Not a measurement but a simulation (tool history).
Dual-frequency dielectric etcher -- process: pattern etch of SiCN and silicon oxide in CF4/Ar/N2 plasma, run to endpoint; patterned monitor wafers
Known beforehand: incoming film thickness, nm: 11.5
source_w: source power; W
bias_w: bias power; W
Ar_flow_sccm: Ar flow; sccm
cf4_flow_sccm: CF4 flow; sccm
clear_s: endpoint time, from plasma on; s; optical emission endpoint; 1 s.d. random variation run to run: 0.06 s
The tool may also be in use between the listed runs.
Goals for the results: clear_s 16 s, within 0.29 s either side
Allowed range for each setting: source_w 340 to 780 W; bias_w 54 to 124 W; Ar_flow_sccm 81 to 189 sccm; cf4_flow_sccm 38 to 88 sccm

Run 1, hour 0: source_w 560 W, bias_w 89 W, Ar_flow_sccm 135 sccm, cf4_flow_sccm 63 sccm. Result: clear_s 10.802 s.
Run 2, hour 3.3: source_w 560 W, bias_w 89 W, Ar_flow_sccm 146 sccm, cf4_flow_sccm 63 sccm. Result: clear_s 10.877 s.
Run 3, hour 5.9: source_w 510 W, bias_w 86 W, Ar_flow_sccm 147 sccm, cf4_flow_sccm 63 sccm. Result: clear_s 12.112 s.
Run 4, hour 9: source_w 470 W, bias_w 86 W, Ar_flow_sccm 147 sccm, cf4_flow_sccm 63 sccm. Result: clear_s 13.172 s.
Run 5, hour 12.8: source_w 440 W, bias_w 86 W, Ar_flow_sccm 147 sccm, cf4_flow_sccm 63 sccm. Result: clear_s 14.011 s.
Run 6, hour 21.7: source_w 440 W, bias_w 86 W, Ar_flow_sccm 162 sccm, cf4_flow_sccm 63 sccm. Result: clear_s 14.223 s.
Run 7, hour 30.6: source_w 420 W, bias_w 86 W, Ar_flow_sccm 162 sccm, cf4_flow_sccm 63 sccm. Result: clear_s 14.891 s.
Run 8, hour 36.3: source_w 370 W, bias_w 86 W, Ar_flow_sccm 162 sccm, cf4_flow_sccm 63 sccm. Result: clear_s 16.804 s.
Run 9, hour 45.1: source_w 380 W, bias_w 86 W, Ar_flow_sccm 162 sccm, cf4_flow_sccm 63 sccm. Result: clear_s 16.475 s.

Next run, 4 choices. One meets every target within its allowed miss, the rest don't. Which?
Run A, hour 53.9: source_w 380 W, bias_w 84 W, Ar_flow_sccm 162 sccm, cf4_flow_sccm 64 sccm. Result: clear_s ?.
Run B, hour 53.9: source_w 380 W, bias_w 77 W, Ar_flow_sccm 177 sccm, cf4_flow_sccm 65 sccm. Result: clear_s ?.
Run C, hour 53.9: source_w 370 W, bias_w 93 W, Ar_flow_sccm 137 sccm, cf4_flow_sccm 67 sccm. Result: clear_s ?.
Run D, hour 53.9: source_w 390 W, bias_w 76 W, Ar_flow_sccm 167 sccm, cf4_flow_sccm 65 sccm. Result: clear_s ?.

move  clear_s
   A   16.537
   B   17.235
   C   15.909
   D   16.752
A: its largest miss is bigger than the last run's
B: its largest miss is bigger than the last run's
C: each result inside its tolerance
D: its largest miss is bigger than the last run's
Move C is the one to make.
